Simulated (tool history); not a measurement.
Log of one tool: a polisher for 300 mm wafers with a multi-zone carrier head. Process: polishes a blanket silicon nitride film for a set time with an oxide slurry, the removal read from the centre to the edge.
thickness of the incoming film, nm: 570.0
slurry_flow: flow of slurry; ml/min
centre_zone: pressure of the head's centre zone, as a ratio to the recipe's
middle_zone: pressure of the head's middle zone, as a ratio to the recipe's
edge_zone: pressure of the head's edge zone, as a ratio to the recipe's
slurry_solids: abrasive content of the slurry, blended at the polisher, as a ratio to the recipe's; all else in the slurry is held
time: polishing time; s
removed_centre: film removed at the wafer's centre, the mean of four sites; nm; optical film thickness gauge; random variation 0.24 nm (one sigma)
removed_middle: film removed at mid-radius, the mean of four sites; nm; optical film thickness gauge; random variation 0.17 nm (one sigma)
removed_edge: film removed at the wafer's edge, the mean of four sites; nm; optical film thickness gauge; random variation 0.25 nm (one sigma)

Run 1, day 0.000: slurry_flow 255 ml/min, centre_zone 1.00, middle_zone 1.00, edge_zone 1.00, slurry_solids 1.00, time 56 s. Result: removed_centre 26.208 nm, removed_middle 27.027 nm, removed_edge 24.910 nm.
Run 2, day 0.350: slurry_flow 250 ml/min, centre_zone 0.98, middle_zone 0.99, edge_zone 0.97, slurry_solids 1.00, time 56 s. Result: removed_centre 26.244 nm, removed_middle 27.027 nm, removed_edge 25.082 nm.
Run 3, day 0.542: slurry_flow 250 ml/min, centre_zone 1.05, middle_zone 0.99, edge_zone 0.97, slurry_solids 1.00, time 56 s. Result: removed_centre 27.358 nm, removed_middle 26.814 nm, removed_edge 25.074 nm.
Run 4, day 0.846: slurry_flow 205 ml/min, centre_zone 1.05, middle_zone 0.99, edge_zone 0.97, slurry_solids 1.00, time 56 s. Result: removed_centre 27.011 nm, removed_middle 26.557 nm, removed_edge 24.924 nm.
Run 5, day 1.196: slurry_flow 210 ml/min, centre_zone 1.03, middle_zone 1.00, edge_zone 0.97, slurry_solids 0.95, time 56 s. Result: removed_centre 26.180 nm, removed_middle 26.326 nm, removed_edge 24.216 nm.
Run 6, day 1.483: slurry_flow 250 ml/min, centre_zone 1.03, middle_zone 1.00, edge_zone 0.97, slurry_solids 0.95, time 56 s. Result: removed_centre 26.394 nm, removed_middle 26.540 nm, removed_edge 24.086 nm.

Run 7 comes next. What will it give?
Run 7, day 1.717: slurry_flow 250 ml/min, centre_zone 1.00, middle_zone 1.00, edge_zone 0.97, slurry_solids 0.90, time 56 s. Result: removed_centre ?, removed_middle ?, removed_edge ?.

Run 7 gave removed_centre 25.680 nm, removed_middle 26.151 nm, removed_edge 23.869 nm.

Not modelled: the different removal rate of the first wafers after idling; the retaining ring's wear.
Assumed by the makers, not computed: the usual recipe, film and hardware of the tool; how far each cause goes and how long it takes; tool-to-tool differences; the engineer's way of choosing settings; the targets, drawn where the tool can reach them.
